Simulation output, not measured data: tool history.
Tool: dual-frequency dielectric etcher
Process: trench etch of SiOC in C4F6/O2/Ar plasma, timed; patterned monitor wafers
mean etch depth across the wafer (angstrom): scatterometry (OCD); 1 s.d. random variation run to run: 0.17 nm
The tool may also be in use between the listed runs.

| run | hour | source power (W) | bias power (W) | etch time (s) | mean etch depth across the wafer (angstrom) |
|---|---|---|---|---|---|
| 1 | 0 | 490 | 152 | 29.5 | 588.32 |
| 2 | 3.2 | 520 | 154 | 29.5 | 602.01 |
| 3 | 10.4 | 440 | 154 | 29.5 | 575.11 |
| 4 | 11.6 | 470 | 159 | 29.5 | 588.23 |
| 5 | 17.6 | 500 | 163 | 29.5 | 599.99 |
| 6 | 19.7 | 500 | 163 | 29.5 | 601.09 |
| 7 | 21.2 | 530 | 167 | 29.5 | 613.19 |

Forecast run 8:
| 8 | 26.4 | 550 | 171 | 29.5 | ? |

{"run 8": {"mean etch depth across the wafer (angstrom)": 624.12}}

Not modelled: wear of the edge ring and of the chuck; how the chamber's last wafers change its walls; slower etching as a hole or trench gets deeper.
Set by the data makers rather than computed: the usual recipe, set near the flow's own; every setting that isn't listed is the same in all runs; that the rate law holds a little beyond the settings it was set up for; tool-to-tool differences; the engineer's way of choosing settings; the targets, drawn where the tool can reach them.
